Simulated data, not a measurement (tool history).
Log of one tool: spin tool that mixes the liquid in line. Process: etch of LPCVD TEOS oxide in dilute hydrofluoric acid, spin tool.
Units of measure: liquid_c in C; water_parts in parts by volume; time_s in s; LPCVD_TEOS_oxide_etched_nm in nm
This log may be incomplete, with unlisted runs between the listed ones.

run	hour	liquid_c	water_parts	time_s	LPCVD_TEOS_oxide_etched_nm
1	0	21	95	275	54.411
2	2.5	20	100	275	48.419
3	6.3	20	120	275	39.528
4	11	19.5	120	275	39.206
5	18.7	19.5	120	295	42.084
6	19.9	19	120	295	41.025

For run 7, what comes out?
7	25.4	18.5	120	295	?

LPCVD_TEOS_oxide_etched_nm: 39.744 nm
